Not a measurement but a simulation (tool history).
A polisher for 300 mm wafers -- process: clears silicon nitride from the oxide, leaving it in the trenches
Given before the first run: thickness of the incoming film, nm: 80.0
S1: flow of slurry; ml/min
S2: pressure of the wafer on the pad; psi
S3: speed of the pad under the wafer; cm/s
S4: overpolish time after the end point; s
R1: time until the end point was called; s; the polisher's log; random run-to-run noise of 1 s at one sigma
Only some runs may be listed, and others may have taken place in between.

run    day   S1   S2  S3  S4      R1
  1  0.000  135  3.2  76  42  110.98
  2  0.283  135  3.2  76  42  113.06
  3  0.658  135  3.2  70  42  119.38
  4  0.892  135  3.3  70  42  116.13
  5  1.229  135  3.4  70  42  110.27
  6  1.596  135  3.5  70  42  111.46

The next listed run, before its measurement:
  7  1.912  135  3.6  70  42   ?

{"run 7": {"R1": 107.29}}

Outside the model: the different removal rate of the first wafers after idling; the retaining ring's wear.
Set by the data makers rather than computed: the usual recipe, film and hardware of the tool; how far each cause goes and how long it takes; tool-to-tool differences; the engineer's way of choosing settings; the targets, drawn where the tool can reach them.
